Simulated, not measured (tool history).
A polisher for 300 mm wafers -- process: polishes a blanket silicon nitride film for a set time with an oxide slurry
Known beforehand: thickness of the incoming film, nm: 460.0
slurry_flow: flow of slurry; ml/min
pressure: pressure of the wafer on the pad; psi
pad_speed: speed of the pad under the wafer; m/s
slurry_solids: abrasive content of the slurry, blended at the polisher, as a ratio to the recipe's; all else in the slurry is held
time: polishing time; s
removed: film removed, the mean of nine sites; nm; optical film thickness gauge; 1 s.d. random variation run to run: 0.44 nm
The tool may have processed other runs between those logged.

{"run": 1, "hour": 0.0, "slurry_flow": 235, "pressure": 4.6, "pad_speed": 1.04, "slurry_solids": 1.0, "time": 54, "removed": 46.598}
{"run": 2, "hour": 0.5, "slurry_flow": 235, "pressure": 4.3, "pad_speed": 1.04, "slurry_solids": 1.0, "time": 54, "removed": 43.54}
{"run": 3, "hour": 9.1, "slurry_flow": 195, "pressure": 4.3, "pad_speed": 1.04, "slurry_solids": 1.0, "time": 54, "removed": 42.687}
{"run": 4, "hour": 13.0, "slurry_flow": 195, "pressure": 4.1, "pad_speed": 1.04, "slurry_solids": 1.0, "time": 54, "removed": 41.407}
{"run": 5, "hour": 18.5, "slurry_flow": 195, "pressure": 4.1, "pad_speed": 1.04, "slurry_solids": 1.2, "time": 54, "removed": 44.693}
{"run": 6, "hour": 24.9, "slurry_flow": 195, "pressure": 4.1, "pad_speed": 0.78, "slurry_solids": 1.2, "time": 54, "removed": 38.018}
{"run": 7, "hour": 27.7, "slurry_flow": 195, "pressure": 4.0, "pad_speed": 0.78, "slurry_solids": 1.2, "time": 54, "removed": 35.751}

For run 8, what comes out?
{"run": 8, "hour": 33.6, "slurry_flow": 195, "pressure": 3.9, "pad_speed": 0.78, "slurry_solids": 1.2, "time": 54, "removed": "?"}

removed: 35.926 nm
